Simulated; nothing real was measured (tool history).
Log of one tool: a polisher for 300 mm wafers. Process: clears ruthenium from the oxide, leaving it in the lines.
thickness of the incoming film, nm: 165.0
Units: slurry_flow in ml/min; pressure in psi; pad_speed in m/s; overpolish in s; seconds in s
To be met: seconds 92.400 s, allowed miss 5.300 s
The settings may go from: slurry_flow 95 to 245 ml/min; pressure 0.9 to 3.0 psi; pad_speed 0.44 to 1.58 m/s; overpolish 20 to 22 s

| run | hour | slurry_flow | pressure | pad_speed | overpolish | seconds |
|---|---|---|---|---|---|---|
| 1 | 0.0 | 155 | 1.9 | 1.00 | 20 | 159.590 |
| 2 | 5.1 | 155 | 1.9 | 1.26 | 20 | 132.750 |
| 3 | 10.9 | 155 | 1.9 | 1.26 | 22 | 133.380 |
| 4 | 19.4 | 115 | 1.9 | 1.26 | 22 | 137.770 |
| 5 | 25.4 | 115 | 1.9 | 1.26 | 22 | 140.910 |
| 6 | 29.1 | 150 | 1.9 | 1.26 | 22 | 133.650 |
| 7 | 32.3 | 150 | 1.9 | 1.26 | 22 | 135.000 |
| 8 | 34.8 | 150 | 2.0 | 1.26 | 22 | 127.770 |
| 9 | 37.1 | 150 | 2.1 | 1.26 | 22 | 123.160 |
| 10 | 42.8 | 150 | 2.2 | 1.26 | 22 | 118.000 |
| 11 | 43.7 | 150 | 2.3 | 1.26 | 22 | 113.330 |
| 12 | 44.7 | 150 | 2.4 | 1.26 | 22 | 105.160 |
| 13 | 53.0 | 155 | 2.6 | 1.26 | 22 | 96.558 |

Which of these 4 next moves meets every target?
| A | 61.3 | 185 | 2.2 | 1.40 | 20 | ? |
| B | 61.3 | 135 | 2.1 | 1.52 | 20 | ? |
| C | 61.3 | 150 | 2.7 | 1.28 | 22 | ? |
| D | 61.3 | 95 | 2.5 | 1.30 | 20 | ? |

| move | seconds |
|---|---|
| A | 104.500 |
| B | 106.510 |
| C | 94.352 |
| D | 107.370 |
A: further off than the last run
B: further off than the last run
C: meets every target
D: further off than the last run
Answer: C
